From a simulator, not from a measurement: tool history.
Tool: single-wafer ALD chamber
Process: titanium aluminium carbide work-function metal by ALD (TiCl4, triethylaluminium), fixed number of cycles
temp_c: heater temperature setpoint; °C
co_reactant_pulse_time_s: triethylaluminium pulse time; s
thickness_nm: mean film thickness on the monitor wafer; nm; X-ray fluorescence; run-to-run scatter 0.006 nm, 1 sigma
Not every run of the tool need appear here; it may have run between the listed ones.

{"run": 1, "hour": 0.0, "temp_c": 285, "co_reactant_pulse_time_s": 11.49, "thickness_nm": 1.9252}
{"run": 2, "hour": 7.5, "temp_c": 290, "co_reactant_pulse_time_s": 12.09, "thickness_nm": 1.9818}
{"run": 3, "hour": 9.3, "temp_c": 293, "co_reactant_pulse_time_s": 12.45, "thickness_nm": 2.0112}
{"run": 4, "hour": 11.4, "temp_c": 295, "co_reactant_pulse_time_s": 12.74, "thickness_nm": 2.0445}
{"run": 5, "hour": 18.4, "temp_c": 295, "co_reactant_pulse_time_s": 15.05, "thickness_nm": 2.0404}
{"run": 6, "hour": 20.4, "temp_c": 287, "co_reactant_pulse_time_s": 15.05, "thickness_nm": 1.964}
{"run": 7, "hour": 23.6, "temp_c": 291, "co_reactant_pulse_time_s": 15.22, "thickness_nm": 2.0116}

Expected results for the next run?
{"run": 8, "hour": 29.9, "temp_c": 293, "co_reactant_pulse_time_s": 15.37, "thickness_nm": "?"}

{"run 8": {"thickness_nm": 2.0363}}
